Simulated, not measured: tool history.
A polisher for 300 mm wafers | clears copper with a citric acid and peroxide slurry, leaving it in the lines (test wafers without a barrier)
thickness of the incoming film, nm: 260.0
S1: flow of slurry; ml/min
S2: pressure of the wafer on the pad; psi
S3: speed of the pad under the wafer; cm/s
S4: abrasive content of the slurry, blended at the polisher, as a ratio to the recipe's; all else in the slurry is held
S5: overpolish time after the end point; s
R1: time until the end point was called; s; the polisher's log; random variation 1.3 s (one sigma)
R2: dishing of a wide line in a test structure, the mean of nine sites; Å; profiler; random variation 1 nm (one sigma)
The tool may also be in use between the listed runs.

run	day	S1	S2	S3	S4	S5	R1	R2
1	0.000	300	3.1	130	1.0	21	114.720	338.65
2	0.042	300	3.3	130	1.0	21	109.430	363.72
3	0.075	300	3.3	106	1.0	21	130.180	287.33
4	0.250	300	3.3	106	1.2	21	125.820	319.23
5	0.446	300	3.6	106	1.2	21	117.880	334.99
6	0.567	300	4.0	106	1.2	21	109.940	375.13
7	0.875	300	4.2	110	1.2	20	98.466	361.31
8	1.058	300	4.3	110	1.2	20	101.150	380.90

Forecast run 9:
9	1.354	300	4.9	116	1.2	17	?	?

R1: 85.134 s
R2: 383.00 Å
